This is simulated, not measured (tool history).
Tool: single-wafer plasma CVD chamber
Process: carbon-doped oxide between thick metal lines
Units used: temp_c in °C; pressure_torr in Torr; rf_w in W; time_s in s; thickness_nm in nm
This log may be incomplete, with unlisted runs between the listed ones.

run  hour  temp_c  pressure_torr  rf_w  time_s  thickness_nm
  1   0.0     355           3.71   475     106        498.88
  2   2.7     356           3.61   465     106        492.52
  3   9.4     346           3.61   465     106        500.43
  4  12.1     346           3.54   450     106        489.40
  5  16.2     346           3.54   450     101        467.49
  6  21.6     346           3.54   450     106        488.58
  7  27.6     346           3.54   450     106        491.09

Estimate the outcome of run 8 from the log above:
  8  33.5     347           3.48   440     106             ?

{"run 8": {"thickness_nm": 479.92}}
